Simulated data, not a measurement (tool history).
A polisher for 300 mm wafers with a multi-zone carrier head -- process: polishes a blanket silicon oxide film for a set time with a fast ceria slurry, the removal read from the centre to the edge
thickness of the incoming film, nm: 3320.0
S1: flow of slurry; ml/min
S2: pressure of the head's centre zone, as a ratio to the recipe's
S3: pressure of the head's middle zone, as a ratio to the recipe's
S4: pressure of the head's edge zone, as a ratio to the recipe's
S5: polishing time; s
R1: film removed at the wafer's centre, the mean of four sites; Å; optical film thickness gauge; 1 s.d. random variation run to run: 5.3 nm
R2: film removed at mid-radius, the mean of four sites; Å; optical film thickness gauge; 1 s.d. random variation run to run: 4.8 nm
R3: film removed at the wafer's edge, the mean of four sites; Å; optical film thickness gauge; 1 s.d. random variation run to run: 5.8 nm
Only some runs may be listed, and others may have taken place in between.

run	hour	S1	S2	S3	S4	S5	R1	R2	R3
1	0	195	1	1	1	81	5636.3	5344.9	5415.5
2	3	195	1	1	0.93	81	5606.8	5377.6	5287.9
3	4.7	190	0.99	0.97	0.93	77	5251.2	4907.5	5000.3
4	11.1	190	0.99	1.02	0.93	77	5213	5131.4	4973.7
5	17.2	190	0.99	1.02	1.01	77	5121.5	5239.8	5092.7
6	23.9	190	1.05	1.02	1.01	77	5597.4	5197.6	5004.9
7	28.5	185	1.04	0.99	1.01	74	5248.5	4758.1	4920.4
8	36.4	180	1.04	0.98	1	71	5115.7	4664.5	4760.2

Expected results for the next run?
9	41.2	180	1.04	0.98	1	71	?	?	?

Logged for run 9: R1 4842.6 Å, R2 4656.9 Å, R3 4634.4 Å.
